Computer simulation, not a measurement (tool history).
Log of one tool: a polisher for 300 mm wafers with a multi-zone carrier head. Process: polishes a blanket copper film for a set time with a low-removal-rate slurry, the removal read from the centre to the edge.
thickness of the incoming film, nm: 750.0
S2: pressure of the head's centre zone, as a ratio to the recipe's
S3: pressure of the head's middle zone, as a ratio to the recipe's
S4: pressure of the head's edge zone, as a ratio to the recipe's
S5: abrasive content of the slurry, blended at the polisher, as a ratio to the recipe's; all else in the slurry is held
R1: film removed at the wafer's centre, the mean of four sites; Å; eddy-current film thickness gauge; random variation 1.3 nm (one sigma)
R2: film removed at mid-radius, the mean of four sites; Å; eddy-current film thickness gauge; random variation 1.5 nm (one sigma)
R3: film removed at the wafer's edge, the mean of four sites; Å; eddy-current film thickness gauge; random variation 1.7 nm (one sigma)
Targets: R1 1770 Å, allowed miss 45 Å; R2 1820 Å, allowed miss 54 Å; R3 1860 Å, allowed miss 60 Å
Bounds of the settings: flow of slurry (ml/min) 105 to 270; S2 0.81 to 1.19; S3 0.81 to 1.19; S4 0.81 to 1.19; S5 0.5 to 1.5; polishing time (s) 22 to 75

Run 1, hour 0: flow of slurry (ml/min) 175, S2 1, S3 1, S4 1, S5 1, polishing time (s) 48. Result: R1 2120.9 Å, R2 2041.9 Å, R3 2018.7 Å.
Run 2, hour 1: flow of slurry (ml/min) 170, S2 0.99, S3 0.99, S4 0.99, S5 1, polishing time (s) 48. Result: R1 2066.8 Å, R2 2033.7 Å, R3 2054.5 Å.
Run 3, hour 9.8: flow of slurry (ml/min) 170, S2 0.99, S3 0.94, S4 0.99, S5 1, polishing time (s) 48. Result: R1 2092.3 Å, R2 1976.4 Å, R3 2010 Å.
Run 4, hour 15.5: flow of slurry (ml/min) 170, S2 1.05, S3 0.94, S4 0.99, S5 1, polishing time (s) 48. Result: R1 2215.7 Å, R2 1936.2 Å, R3 2014.4 Å.
Run 5, hour 24.4: flow of slurry (ml/min) 165, S2 1.03, S3 0.93, S4 0.98, S5 1, polishing time (s) 48. Result: R1 2174.5 Å, R2 1926.1 Å, R3 1974.5 Å.
Run 6, hour 29.4: flow of slurry (ml/min) 160, S2 1.01, S3 0.92, S4 0.98, S5 1, polishing time (s) 48. Result: R1 2115.1 Å, R2 1863.6 Å, R3 1976.5 Å.
Run 7, hour 37.5: flow of slurry (ml/min) 115, S2 0.91, S3 1, S4 0.93, S5 0.9, polishing time (s) 48. Result: R1 1681.1 Å, R2 1834.1 Å, R3 1763.6 Å.
Run 8, hour 38.4: flow of slurry (ml/min) 120, S2 0.91, S3 0.99, S4 0.94, S5 0.9, polishing time (s) 48. Result: R1 1710.5 Å, R2 1807.4 Å, R3 1780.9 Å.
Run 9, hour 46: flow of slurry (ml/min) 120, S2 0.91, S3 0.99, S4 0.95, S5 0.9, polishing time (s) 48. Result: R1 1693.4 Å, R2 1824.6 Å, R3 1821.7 Å.

Which of these 5 next moves meets every target?
Run A, hour 53.6: flow of slurry (ml/min) 105, S2 0.93, S3 1.01, S4 0.98, S5 0.9, polishing time (s) 48. Result: R1 ?, R2 ?, R3 ?.
Run B, hour 53.6: flow of slurry (ml/min) 130, S2 0.93, S3 0.98, S4 0.98, S5 0.95, polishing time (s) 47. Result: R1 ?, R2 ?, R3 ?.
Run C, hour 53.6: flow of slurry (ml/min) 135, S2 0.95, S3 1.02, S4 0.92, S5 0.9, polishing time (s) 45. Result: R1 ?, R2 ?, R3 ?.
Run D, hour 53.6: flow of slurry (ml/min) 140, S2 0.9, S3 1.03, S4 0.98, S5 1, polishing time (s) 43. Result: R1 ?, R2 ?, R3 ?.
Run E, hour 53.6: flow of slurry (ml/min) 120, S2 0.89, S3 1.02, S4 0.97, S5 0.95, polishing time (s) 46. Result: R1 ?, R2 ?, R3 ?.

move      R1      R2      R3
   A  1656.5  1770.5  1775.2
   B  1767.9  1825.9  1842.2
   C  1724.1    1800  1698.6
   D  1619.6  1798.6  1729.1
   E  1615.3  1809.1  1766.2
A: further off than the last run
B: meets every target
C: further off than the last run
D: further off than the last run
E: further off than the last run
Answer: B
